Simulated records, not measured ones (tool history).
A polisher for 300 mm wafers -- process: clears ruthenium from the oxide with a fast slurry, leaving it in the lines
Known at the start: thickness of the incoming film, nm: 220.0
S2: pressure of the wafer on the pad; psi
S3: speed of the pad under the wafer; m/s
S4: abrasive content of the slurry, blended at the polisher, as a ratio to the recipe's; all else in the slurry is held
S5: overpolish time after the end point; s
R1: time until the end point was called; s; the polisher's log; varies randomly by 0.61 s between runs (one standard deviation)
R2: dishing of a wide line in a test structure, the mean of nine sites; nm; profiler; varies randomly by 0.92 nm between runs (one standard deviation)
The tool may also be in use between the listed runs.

{"run": 1, "day": 0.0, "flow of slurry (ml/min)": 185, "S2": 2.7, "S3": 1.02, "S4": 1, "S5": 12, "R1": 54.73, "R2": 31.9}
{"run": 2, "day": 0.362, "flow of slurry (ml/min)": 160, "S2": 2.7, "S3": 1.02, "S4": 1, "S5": 12, "R1": 55.25, "R2": 31.763}
{"run": 3, "day": 0.683, "flow of slurry (ml/min)": 160, "S2": 2.7, "S3": 1.02, "S4": 1, "S5": 15, "R1": 55.381, "R2": 37.395}
{"run": 4, "day": 1.042, "flow of slurry (ml/min)": 160, "S2": 3.1, "S3": 1.02, "S4": 1, "S5": 15, "R1": 49.624, "R2": 41.511}
{"run": 5, "day": 1.071, "flow of slurry (ml/min)": 160, "S2": 3.1, "S3": 0.86, "S4": 1, "S5": 15, "R1": 55.941, "R2": 37.436}
{"run": 6, "day": 1.15, "flow of slurry (ml/min)": 160, "S2": 3.1, "S3": 1.06, "S4": 1, "S5": 15, "R1": 48.316, "R2": 41.083}
{"run": 7, "day": 1.342, "flow of slurry (ml/min)": 160, "S2": 3.3, "S3": 1.08, "S4": 1, "S5": 14, "R1": 44.721, "R2": 41.766}

Forecast run 8:
{"run": 8, "day": 1.467, "flow of slurry (ml/min)": 160, "S2": 3.4, "S3": 1.1, "S4": 1, "S5": 13, "R1": "?", "R2": "?"}

Run 8 gave R1 42.177 s, R2 40.014 nm.
